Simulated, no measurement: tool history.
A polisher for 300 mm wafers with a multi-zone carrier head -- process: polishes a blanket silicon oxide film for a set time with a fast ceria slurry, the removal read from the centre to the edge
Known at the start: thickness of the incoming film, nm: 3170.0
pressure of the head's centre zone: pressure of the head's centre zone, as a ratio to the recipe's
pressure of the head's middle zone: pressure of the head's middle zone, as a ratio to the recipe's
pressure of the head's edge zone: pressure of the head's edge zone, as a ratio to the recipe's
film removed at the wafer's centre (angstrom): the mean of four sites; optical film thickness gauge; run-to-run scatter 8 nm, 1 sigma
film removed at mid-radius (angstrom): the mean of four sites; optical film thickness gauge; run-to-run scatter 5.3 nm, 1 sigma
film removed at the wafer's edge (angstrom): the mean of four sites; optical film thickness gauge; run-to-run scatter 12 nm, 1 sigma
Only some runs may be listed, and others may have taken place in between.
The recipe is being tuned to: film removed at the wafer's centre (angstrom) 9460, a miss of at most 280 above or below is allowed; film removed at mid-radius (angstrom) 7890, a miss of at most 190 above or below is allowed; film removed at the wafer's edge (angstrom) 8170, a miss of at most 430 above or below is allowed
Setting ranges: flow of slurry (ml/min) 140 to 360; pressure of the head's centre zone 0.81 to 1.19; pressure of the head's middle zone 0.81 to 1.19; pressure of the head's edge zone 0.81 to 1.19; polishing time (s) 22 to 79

| run | hour | flow of slurry (ml/min) | pressure of the head's centre zone | pressure of the head's middle zone | pressure of the head's edge zone | polishing time (s) | film removed at the wafer's centre (angstrom) | film removed at mid-radius (angstrom) | film removed at the wafer's edge (angstrom) |
|---|---|---|---|---|---|---|---|---|---|
| 1 | 0 | 230 | 1 | 1 | 1 | 50 | 9353.6 | 9500.9 | 9544.7 |
| 2 | 6.6 | 230 | 1 | 0.97 | 1 | 50 | 9425.6 | 9364.8 | 9804 |
| 3 | 12.1 | 230 | 0.96 | 0.97 | 1 | 50 | 9050 | 9323.4 | 9647.4 |
| 4 | 13.8 | 230 | 0.96 | 0.89 | 1 | 50 | 9112.7 | 8646.9 | 9916.7 |
| 5 | 21.4 | 230 | 0.96 | 0.89 | 0.93 | 50 | 8971.3 | 8734.4 | 9305 |
| 6 | 22.2 | 230 | 0.96 | 0.89 | 0.93 | 44 | 7848.7 | 7661.9 | 8129.1 |
| 7 | 24 | 255 | 1.01 | 0.89 | 0.92 | 44 | 8383.8 | 7669.7 | 8312.7 |
| 8 | 28 | 265 | 1.05 | 0.9 | 0.9 | 44 | 8857.4 | 7722.6 | 8293.7 |
| 9 | 31.9 | 275 | 1.07 | 0.91 | 0.88 | 44 | 8803.7 | 7952.4 | 8340.5 |
| 10 | 40.9 | 275 | 1.1 | 0.91 | 0.86 | 44 | 9097.7 | 7861.1 | 8014.9 |

Consider the 5 candidate settings below. Which is the only one whose results all fall within their allowed miss of target?
| A | 49.9 | 290 | 1.03 | 0.92 | 0.89 | 44 | ? | ? | ? |
| B | 49.9 | 275 | 1.07 | 0.92 | 0.85 | 44 | ? | ? | ? |
| C | 49.9 | 310 | 1.1 | 0.88 | 0.82 | 45 | ? | ? | ? |
| D | 49.9 | 265 | 1.11 | 0.93 | 0.86 | 43 | ? | ? | ? |
| E | 49.9 | 275 | 1.04 | 0.89 | 0.85 | 44 | ? | ? | ? |

| move | film removed at the wafer's centre (angstrom) | film removed at mid-radius (angstrom) | film removed at the wafer's edge (angstrom) |
|---|---|---|---|
| A | 8749.2 | 8050.1 | 8391.4 |
| B | 9014.9 | 8011.2 | 8189.4 |
| C | 9565.5 | 7978.2 | 8313.1 |
| D | 9080.7 | 7871.8 | 8023.8 |
| E | 8779.6 | 7794.8 | 8192.7 |
A: further off than the last run
B: further off than the last run
C: all results land within tolerance of their targets
D: about as far from the targets as the last run
E: further off than the last run
Correct choice: C, which meets every target
